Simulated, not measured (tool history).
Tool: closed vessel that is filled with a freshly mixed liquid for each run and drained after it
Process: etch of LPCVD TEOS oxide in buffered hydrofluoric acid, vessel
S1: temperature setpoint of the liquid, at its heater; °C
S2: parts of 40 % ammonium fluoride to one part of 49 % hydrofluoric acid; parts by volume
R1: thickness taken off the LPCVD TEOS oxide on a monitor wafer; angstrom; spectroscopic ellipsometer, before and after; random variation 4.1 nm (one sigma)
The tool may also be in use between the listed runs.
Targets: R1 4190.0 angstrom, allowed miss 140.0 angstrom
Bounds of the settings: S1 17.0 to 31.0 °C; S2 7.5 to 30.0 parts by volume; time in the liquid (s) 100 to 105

{"run": 1, "hour": 0.0, "S1": 23.0, "S2": 20.5, "time in the liquid (s)": 100, "R1": 2290.8}
{"run": 2, "hour": 8.9, "S1": 25.5, "S2": 19.0, "time in the liquid (s)": 100, "R1": 2828.3}
{"run": 3, "hour": 14.1, "S1": 27.0, "S2": 18.5, "time in the liquid (s)": 100, "R1": 3176.0}
{"run": 4, "hour": 21.7, "S1": 27.0, "S2": 18.5, "time in the liquid (s)": 105, "R1": 3361.7}
{"run": 5, "hour": 30.5, "S1": 28.0, "S2": 18.5, "time in the liquid (s)": 105, "R1": 3472.4}
{"run": 6, "hour": 34.5, "S1": 28.0, "S2": 23.0, "time in the liquid (s)": 105, "R1": 2940.2}
{"run": 7, "hour": 37.5, "S1": 29.0, "S2": 21.5, "time in the liquid (s)": 105, "R1": 3234.9}
{"run": 8, "hour": 44.6, "S1": 29.5, "S2": 20.0, "time in the liquid (s)": 105, "R1": 3456.1}

5 next moves are on the table. One of them brings every result within its allowed miss. Which?
{"run": "A", "hour": 51.7, "S1": 31.0, "S2": 19.5, "time in the liquid (s)": 105, "R1": "?"}
{"run": "B", "hour": 51.7, "S1": 28.5, "S2": 15.5, "time in the liquid (s)": 105, "R1": "?"}
{"run": "C", "hour": 51.7, "S1": 28.0, "S2": 24.0, "time in the liquid (s)": 100, "R1": "?"}
{"run": "D", "hour": 51.7, "S1": 28.0, "S2": 16.5, "time in the liquid (s)": 105, "R1": "?"}
{"run": "E", "hour": 51.7, "S1": 28.0, "S2": 17.0, "time in the liquid (s)": 105, "R1": "?"}

move=A R1=3878.2
move=B R1=4258.6
move=C R1=2712.9
move=D R1=3899.9
move=E R1=3787.1
A: nearer than the last run, and not there yet
B: meets every target
C: further off than the last run
D: nearer than the last run, and not there yet
E: nearer than the last run, and not there yet
The right move is B.
